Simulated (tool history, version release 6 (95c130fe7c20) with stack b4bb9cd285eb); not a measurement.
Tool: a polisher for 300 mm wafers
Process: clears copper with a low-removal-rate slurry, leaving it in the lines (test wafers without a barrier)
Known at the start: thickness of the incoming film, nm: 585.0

run,day,flow of slurry (ml/min),pressure of the wafer on the pad (psi),speed of the pad under the wafer (m/s),abrasive content of the slurry,overpolish time after the end point (s),time until the end point was called (s),dishing of a wide line in a test structure (Å)
1,0,135,3.9,1.08,1,10,118.23,363.23
2,0.329,140,4.6,1.12,1,10,95.002,433.01
3,0.521,140,4.6,1.12,1.15,10,93.948,443.13
4,0.704,145,5.1,1.16,1.15,10,81.926,503.27
5,0.9,145,5.1,1.16,1.15,6,80.942,314.84
6,1.046,145,4.2,1.16,1.15,6,96.608,272.01
7,1.296,145,4.2,1.16,1.15,6,98.018,274.53
8,1.483,120,5.3,1.4,1.2,11,65.489,638.43
9,1.696,130,5.4,1.4,1.2,11,63.131,649.09
10,2.054,135,5.5,1.4,1.2,11,60.93,665.63

Forecast run 11:
11,2.125,140,5.6,1.4,1.2,11,?,?

{"run 11": {"time until the end point was called (s)": 61.68, "dishing of a wide line in a test structure (Å)": 673.53}}

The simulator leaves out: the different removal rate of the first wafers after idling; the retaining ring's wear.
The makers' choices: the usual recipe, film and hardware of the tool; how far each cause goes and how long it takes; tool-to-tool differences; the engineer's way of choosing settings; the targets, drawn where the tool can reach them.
